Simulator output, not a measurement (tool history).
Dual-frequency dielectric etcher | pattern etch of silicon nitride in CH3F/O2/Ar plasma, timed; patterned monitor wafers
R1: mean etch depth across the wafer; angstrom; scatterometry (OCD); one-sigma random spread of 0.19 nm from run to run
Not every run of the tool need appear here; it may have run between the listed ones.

run 1 hour=0.0 | source_power_(kW)=0.440 bias_power_(kW)=0.065 etch_time_(s)=40.0 | R1=262.74
run 2 hour=1.2 | source_power_(kW)=0.440 bias_power_(kW)=0.061 etch_time_(s)=40.0 | R1=251.98
run 3 hour=3.9 | source_power_(kW)=0.440 bias_power_(kW)=0.061 etch_time_(s)=37.0 | R1=232.06
run 4 hour=12.6 | source_power_(kW)=0.490 bias_power_(kW)=0.065 etch_time_(s)=37.0 | R1=247.71
run 5 hour=17.2 | source_power_(kW)=0.430 bias_power_(kW)=0.065 etch_time_(s)=37.0 | R1=238.67
run 6 hour=22.6 | source_power_(kW)=0.470 bias_power_(kW)=0.070 etch_time_(s)=37.5 | R1=254.59
run 7 hour=26.4 | source_power_(kW)=0.500 bias_power_(kW)=0.075 etch_time_(s)=38.0 | R1=272.85
run 8 hour=30.6 | source_power_(kW)=0.530 bias_power_(kW)=0.076 etch_time_(s)=38.0 | R1=283.28
run 9 hour=31.3 | source_power_(kW)=0.540 bias_power_(kW)=0.077 etch_time_(s)=38.0 | R1=285.29
run 10 hour=36.0 | source_power_(kW)=0.550 bias_power_(kW)=0.077 etch_time_(s)=38.0 | R1=287.59

For run 11, what comes out?
run 11 hour=37.2 | source_power_(kW)=0.560 bias_power_(kW)=0.077 etch_time_(s)=38.0 | R1=?

For run 11 the tool returned R1 285.10 angstrom.
